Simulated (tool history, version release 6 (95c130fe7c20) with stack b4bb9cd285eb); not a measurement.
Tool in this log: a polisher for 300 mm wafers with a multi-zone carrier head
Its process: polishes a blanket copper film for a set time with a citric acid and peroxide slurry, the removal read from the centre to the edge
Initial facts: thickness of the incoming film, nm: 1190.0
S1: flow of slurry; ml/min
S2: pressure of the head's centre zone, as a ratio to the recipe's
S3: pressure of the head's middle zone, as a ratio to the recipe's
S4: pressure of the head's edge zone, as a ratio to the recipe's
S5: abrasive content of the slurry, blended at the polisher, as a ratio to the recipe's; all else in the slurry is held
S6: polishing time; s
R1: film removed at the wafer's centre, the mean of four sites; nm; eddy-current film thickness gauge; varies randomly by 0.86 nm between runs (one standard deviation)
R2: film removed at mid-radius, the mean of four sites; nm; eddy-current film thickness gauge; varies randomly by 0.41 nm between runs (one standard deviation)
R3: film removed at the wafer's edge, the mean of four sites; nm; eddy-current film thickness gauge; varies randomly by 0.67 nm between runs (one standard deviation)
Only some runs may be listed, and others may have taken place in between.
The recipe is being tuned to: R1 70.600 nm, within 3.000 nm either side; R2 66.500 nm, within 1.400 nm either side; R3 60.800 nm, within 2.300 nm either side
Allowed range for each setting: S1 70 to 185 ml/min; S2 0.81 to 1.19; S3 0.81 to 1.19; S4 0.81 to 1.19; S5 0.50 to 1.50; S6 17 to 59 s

run,hour,S1,S2,S3,S4,S5,S6,R1,R2,R3
1,0.0,120,1.00,1.00,1.00,1.00,38,89.094,89.497,90.695
2,5.8,120,1.01,1.00,0.96,0.90,37,87.058,85.265,85.560
3,10.5,120,1.01,1.00,0.96,0.90,40,94.471,91.884,92.435
4,18.2,120,1.01,1.00,0.96,0.80,40,91.282,90.085,89.004
5,27.1,120,1.01,0.96,0.96,0.80,40,92.781,87.874,90.567
6,31.4,120,0.93,0.96,0.96,0.80,40,84.865,88.348,91.111
7,35.3,115,0.96,0.97,0.93,0.75,38,82.335,82.189,83.338
8,40.9,110,0.97,0.98,0.91,0.70,37,77.849,78.847,78.952
9,41.8,105,1.00,0.99,0.89,0.65,36,75.657,75.330,73.390
10,42.5,100,1.02,1.00,0.87,0.60,36,73.122,73.504,71.268

5 candidate next runs follow, results not yet known. Just one meets every target within its allowed miss. Identify it.
A,43.2,145,1.16,1.07,0.81,0.70,26,?,?,?
B,43.2,95,1.14,1.09,0.87,0.75,30,?,?,?
C,43.2,105,0.95,0.95,0.92,0.60,39,?,?,?
D,43.2,125,1.13,0.82,0.85,0.65,32,?,?,?
E,43.2,145,1.19,1.13,0.81,0.60,27,?,?,?

move,R1,R2,R3
A,70.299,62.914,55.499
B,70.868,66.418,61.868
C,76.471,78.688,81.201
D,79.956,62.806,67.418
E,72.958,65.902,56.086
A: carries the result that was furthest off beyond its target, to the other side
B: each result inside its tolerance
C: misses by more than the last run did
D: carries the result that was furthest off beyond its target, to the other side
E: meets the target for the result that was furthest off, but another lies outside its allowed miss
The move that meets every target is B.
